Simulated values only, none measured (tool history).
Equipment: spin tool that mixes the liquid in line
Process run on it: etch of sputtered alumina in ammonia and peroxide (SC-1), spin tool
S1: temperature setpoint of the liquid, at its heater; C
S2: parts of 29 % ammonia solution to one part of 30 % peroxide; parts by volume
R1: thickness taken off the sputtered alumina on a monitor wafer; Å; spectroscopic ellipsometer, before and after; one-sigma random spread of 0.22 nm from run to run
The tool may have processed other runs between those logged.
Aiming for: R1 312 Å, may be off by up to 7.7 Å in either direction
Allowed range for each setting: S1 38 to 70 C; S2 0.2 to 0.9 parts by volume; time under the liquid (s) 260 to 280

run 1 hour=0 | S1=54 S2=0.5 time_under_the_liquid_(s)=260 | R1=169.3
run 2 hour=0.7 | S1=54 S2=0.5 time_under_the_liquid_(s)=280 | R1=181.42
run 3 hour=3.2 | S1=54 S2=0.5 time_under_the_liquid_(s)=280 | R1=181.2
run 4 hour=4.4 | S1=50 S2=0.5 time_under_the_liquid_(s)=280 | R1=145.81
run 5 hour=11.3 | S1=50 S2=0.5 time_under_the_liquid_(s)=260 | R1=136.04
run 6 hour=14.8 | S1=53.5 S2=0.5 time_under_the_liquid_(s)=260 | R1=163.73
run 7 hour=16.3 | S1=56 S2=0.5 time_under_the_liquid_(s)=260 | R1=186.47
run 8 hour=18.5 | S1=58 S2=0.5 time_under_the_liquid_(s)=260 | R1=206.91

Which single option among these 5 for the next run brings every result within its allowed miss of target? Just one does.
run A hour=20.7 | S1=52.5 S2=0.55 time_under_the_liquid_(s)=260 | R1=?
run B hour=20.7 | S1=54 S2=0.45 time_under_the_liquid_(s)=280 | R1=?
run C hour=20.7 | S1=60.5 S2=0.4 time_under_the_liquid_(s)=280 | R1=?
run D hour=20.7 | S1=65.5 S2=0.55 time_under_the_liquid_(s)=280 | R1=?
run E hour=20.7 | S1=64 S2=0.65 time_under_the_liquid_(s)=280 | R1=?

move=A R1=155.78
move=B R1=178.43
move=C R1=247.94
move=D R1=328.61
move=E R1=309.84
A: misses by more than the last run did
B: misses by more than the last run did
C: nearer than the last run, and not there yet
D: pushes the last run's worst result past its target
E: every result within its allowed miss
E meets every target.

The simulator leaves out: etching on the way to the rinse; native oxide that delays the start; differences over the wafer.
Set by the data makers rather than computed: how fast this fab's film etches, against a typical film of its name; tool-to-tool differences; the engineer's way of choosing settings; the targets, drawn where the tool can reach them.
